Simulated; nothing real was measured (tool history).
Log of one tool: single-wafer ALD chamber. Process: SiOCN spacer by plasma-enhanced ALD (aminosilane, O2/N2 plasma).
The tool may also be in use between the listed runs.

| run | day | heater temperature setpoint (°C) | number of ALD cycles (cycles) | mean film thickness on the monitor wafer (Å) |
|---|---|---|---|---|
| 1 | 0 | 415 | 72 | 48.282 |
| 2 | 0.338 | 415 | 63 | 42.129 |
| 3 | 0.538 | 406 | 63 | 43.481 |
| 4 | 0.888 | 406 | 55 | 37.542 |
| 5 | 1.221 | 404 | 61 | 42.108 |
| 6 | 1.388 | 408 | 61 | 41.982 |

Forecast run 7:
| 7 | 1.592 | 405 | 73 | ? |

{"run 7": {"mean film thickness on the monitor wafer (Å)": 50.189}}
